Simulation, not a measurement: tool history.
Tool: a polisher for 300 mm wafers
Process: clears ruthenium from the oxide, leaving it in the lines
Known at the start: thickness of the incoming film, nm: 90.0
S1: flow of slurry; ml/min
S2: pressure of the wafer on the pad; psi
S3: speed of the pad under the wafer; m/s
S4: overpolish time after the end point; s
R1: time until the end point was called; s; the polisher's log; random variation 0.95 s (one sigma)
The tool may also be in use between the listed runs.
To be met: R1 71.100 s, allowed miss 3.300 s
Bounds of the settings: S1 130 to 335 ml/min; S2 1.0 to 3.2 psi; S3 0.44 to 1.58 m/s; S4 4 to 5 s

run	day	S1	S2	S3	S4	R1
1	0.000	215	2.1	1.00	5	94.051
2	0.033	215	2.1	0.88	5	99.267
3	0.217	215	2.2	0.88	5	98.547
4	0.312	215	2.5	0.88	5	88.460
5	0.558	215	2.5	1.06	5	81.883
6	0.817	215	2.2	1.06	5	84.959
7	1.183	215	2.3	1.06	5	85.447
8	1.529	215	2.4	1.06	5	83.751
9	1.867	215	2.5	1.08	5	80.982
10	2.042	215	2.6	1.08	5	77.011

Which of these 5 next moves meets every target?
A	2.217	200	2.8	1.12	5	?
B	2.217	335	3.2	1.02	5	?
C	2.217	210	3.2	1.14	5	?
D	2.217	215	2.5	1.48	4	?
E	2.217	210	2.5	0.96	5	?

move	R1
A	72.557
B	65.448
C	64.295
D	65.049
E	86.123
A: meets every target
B: takes the result that was furthest off past its target
C: takes the result that was furthest off past its target
D: takes the result that was furthest off past its target
E: further off than the last run
Move A is the one to make.
